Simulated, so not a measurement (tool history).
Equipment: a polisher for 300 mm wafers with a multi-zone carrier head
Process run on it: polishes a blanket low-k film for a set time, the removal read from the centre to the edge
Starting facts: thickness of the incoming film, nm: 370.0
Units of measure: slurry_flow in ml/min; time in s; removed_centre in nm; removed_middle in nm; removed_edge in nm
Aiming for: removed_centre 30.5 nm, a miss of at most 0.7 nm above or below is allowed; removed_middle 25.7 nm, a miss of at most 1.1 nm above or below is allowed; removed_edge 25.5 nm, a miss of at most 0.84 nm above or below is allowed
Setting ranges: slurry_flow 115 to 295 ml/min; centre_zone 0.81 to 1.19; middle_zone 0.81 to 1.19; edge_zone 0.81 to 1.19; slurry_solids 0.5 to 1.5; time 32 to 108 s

run	hour	slurry_flow	centre_zone	middle_zone	edge_zone	slurry_solids	time	removed_centre	removed_middle	removed_edge
1	0	190	1	1	1	1	70	34.37	33.029	34.853
2	8.9	190	1	1	1	1	55	27.034	26.527	26.705
3	10.5	195	1.01	0.99	0.99	1	55	27.066	25.979	27.104
4	17.3	200	1.03	1	0.98	1	55	28.305	25.991	26.847
5	19.4	200	1.03	1	0.98	0.9	55	26.863	25.878	26.107
6	20.7	200	1.03	0.92	0.98	0.9	55	26.682	24.355	25.994
7	24.7	210	1.04	0.93	0.97	0.9	55	26.904	24.29	25.432
8	26	215	1.05	0.94	0.97	0.9	55	27.705	25.111	25.92
9	30.9	220	1.06	0.94	0.96	0.9	55	27.659	25.506	25.484
10	34	220	1.07	0.93	0.96	0.9	55	28.034	24.861	25.797
11	35.3	225	1.08	0.93	0.95	0.9	55	28.195	24.48	25.628
12	41.5	230	1.09	0.94	0.94	0.9	55	28.746	24.803	25.089
13	43.3	235	1.09	0.94	0.94	0.9	55	28.743	24.922	25.184
14	50.3	240	1.1	0.94	0.94	0.9	55	28.806	24.621	25.251
15	54.8	240	1.1	0.95	0.94	0.9	55	29.077	25.232	25.48
16	58.8	250	1.12	0.96	0.93	0.9	55	29.432	25.048	25.558

Which of these 4 next moves meets every target?
A	62.8	235	1.11	1.04	1	0.85	56	?	?	?
B	62.8	230	1.08	0.86	0.81	0.8	62	?	?	?
C	62.8	225	1.19	0.86	0.93	1	53	?	?	?
D	62.8	255	1.18	0.91	0.87	1	55	?	?	?

move	removed_centre	removed_middle	removed_edge
A	28.909	26.788	25.969
B	30.543	26.025	25.495
C	30.43	24.131	25.189
D	31.865	26.17	25.6
A: its largest miss is bigger than the last run's
B: all results land within tolerance of their targets
C: brings the last run's worst result on target, with another outside its allowed miss
D: carries the result that was furthest off beyond its target, to the other side
The move that meets every target is B.
